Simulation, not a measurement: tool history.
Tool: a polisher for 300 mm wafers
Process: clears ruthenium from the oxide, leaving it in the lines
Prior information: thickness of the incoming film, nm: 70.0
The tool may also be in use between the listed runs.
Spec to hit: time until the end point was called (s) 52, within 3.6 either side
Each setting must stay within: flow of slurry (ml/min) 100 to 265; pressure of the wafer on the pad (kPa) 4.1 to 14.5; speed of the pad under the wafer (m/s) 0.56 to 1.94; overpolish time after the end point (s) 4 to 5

run,day,flow of slurry (ml/min),pressure of the wafer on the pad (kPa),speed of the pad under the wafer (m/s),overpolish time after the end point (s),time until the end point was called (s)
1,0,170,9,1.24,5,77.513
2,0.325,170,9,1.54,5,62.957
3,0.362,170,9.7,1.54,5,59.523
4,0.738,170,9.7,1.54,5,59.902
5,0.804,170,10.3,1.56,5,56.81
6,1.004,170,10.3,1.38,5,63.642
7,1.225,170,11,1.4,5,62.526
8,1.458,170,11,1.4,5,58.792
9,1.721,170,11.7,1.42,5,55.786

Which of these 5 next moves meets every target?
A,1.983,140,13.8,1.56,4,?
B,1.983,150,10.3,1.44,4,?
C,1.983,195,12.4,1.62,5,?
D,1.983,140,11,1.7,5,?
E,1.983,145,10.3,1.52,4,?

move,time until the end point was called (s)
A,45.874
B,62.11
C,46.014
D,50.706
E,59.237
A: pushes the last run's worst result past its target
B: misses by more than the last run did
C: pushes the last run's worst result past its target
D: in spec on every target
E: misses by more than the last run did
Answer: D
